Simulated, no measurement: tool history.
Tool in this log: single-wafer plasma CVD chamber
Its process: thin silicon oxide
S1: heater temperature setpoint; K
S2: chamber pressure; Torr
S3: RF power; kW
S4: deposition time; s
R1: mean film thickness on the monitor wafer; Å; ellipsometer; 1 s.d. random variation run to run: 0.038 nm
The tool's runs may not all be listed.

run	hour	S1	S2	S3	S4	R1
1	0	658.15	0.857	0.31	8.7	181.86
2	6.8	663.15	0.857	0.31	8.7	181.03
3	8.4	663.15	0.941	0.31	8.7	194.7
4	14.6	663.15	0.877	0.31	8.7	184.57
5	16	663.15	0.958	0.31	8.7	197.08
6	20.3	663.15	0.891	0.305	8.7	184.97
7	21.4	663.15	0.835	0.305	8.7	177.6

Run 8 comes next. What will it give?
8	24.8	663.15	0.787	0.3	8.7	?

R1: 167.85 Å
